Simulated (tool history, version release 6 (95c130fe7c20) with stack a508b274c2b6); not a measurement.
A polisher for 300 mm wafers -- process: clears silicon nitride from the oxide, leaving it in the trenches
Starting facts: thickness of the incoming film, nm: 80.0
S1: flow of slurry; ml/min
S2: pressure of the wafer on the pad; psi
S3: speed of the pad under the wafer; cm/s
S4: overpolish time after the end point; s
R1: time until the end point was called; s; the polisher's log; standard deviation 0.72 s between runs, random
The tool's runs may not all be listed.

run,day,S1,S2,S3,S4,R1
1,0,165,2.8,114,44,71.596
2,0.138,165,3.1,116,44,63.945
3,0.192,165,3.3,118,44,59.37
4,0.421,165,3.3,118,44,59.891
5,0.604,165,3.3,140,44,50.941
6,0.867,165,3.4,142,44,48.72
7,1.154,165,3.5,142,44,45.424

For run 8, what comes out?
8,1.288,165,3.6,142,44,?

{"run 8": {"R1": 45.237}}
